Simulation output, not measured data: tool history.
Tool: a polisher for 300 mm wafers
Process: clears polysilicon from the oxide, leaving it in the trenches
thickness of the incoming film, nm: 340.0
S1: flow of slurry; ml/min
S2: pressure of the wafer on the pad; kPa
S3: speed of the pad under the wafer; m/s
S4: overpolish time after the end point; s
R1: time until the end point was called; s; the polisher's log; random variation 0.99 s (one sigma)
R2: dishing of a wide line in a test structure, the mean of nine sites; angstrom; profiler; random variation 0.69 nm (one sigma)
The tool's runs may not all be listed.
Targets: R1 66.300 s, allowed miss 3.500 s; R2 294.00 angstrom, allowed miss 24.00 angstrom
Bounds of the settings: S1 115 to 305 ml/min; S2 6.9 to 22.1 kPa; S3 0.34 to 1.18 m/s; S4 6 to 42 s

run 1 hour=0.0 | S1=195 S2=14.5 S3=0.76 S4=21 | R1=36.473 R2=411.45
run 2 hour=2.0 | S1=195 S2=14.5 S3=0.76 S4=28 | R1=35.286 R2=435.39
run 3 hour=6.6 | S1=195 S2=12.4 S3=0.74 S4=22 | R1=42.699 R2=421.42
run 4 hour=7.8 | S1=185 S2=13.1 S3=0.64 S4=18 | R1=44.373 R2=404.63
run 5 hour=14.1 | S1=185 S2=15.2 S3=0.64 S4=18 | R1=37.996 R2=416.07
run 6 hour=19.7 | S1=185 S2=16.5 S3=0.64 S4=18 | R1=35.625 R2=414.47
run 7 hour=21.6 | S1=195 S2=13.8 S3=0.64 S4=15 | R1=43.437 R2=389.18
run 8 hour=22.5 | S1=250 S2=9.7 S3=0.64 S4=6 | R1=58.297 R2=218.94
run 9 hour=25.9 | S1=195 S2=9.0 S3=0.60 S4=15 | R1=65.527 R2=335.77

5 next moves are on the table. One of them brings every result within its allowed miss. Which?
run A hour=29.3 | S1=205 S2=6.9 S3=0.68 S4=9 | R1=? R2=?
run B hour=29.3 | S1=135 S2=11.0 S3=0.54 S4=16 | R1=? R2=?
run C hour=29.3 | S1=175 S2=9.0 S3=0.60 S4=11 | R1=? R2=?
run D hour=29.3 | S1=305 S2=7.6 S3=0.56 S4=9 | R1=? R2=?
run E hour=29.3 | S1=265 S2=7.6 S3=0.64 S4=8 | R1=? R2=?

move=A R1=80.418 R2=245.86
move=B R1=63.237 R2=372.95
move=C R1=69.375 R2=302.63
move=D R1=79.560 R2=247.58
move=E R1=74.244 R2=239.81
A: takes the result that was furthest off past its target
B: further off than the last run
C: meets every target
D: takes the result that was furthest off past its target
E: takes the result that was furthest off past its target
Move C is the one to make.
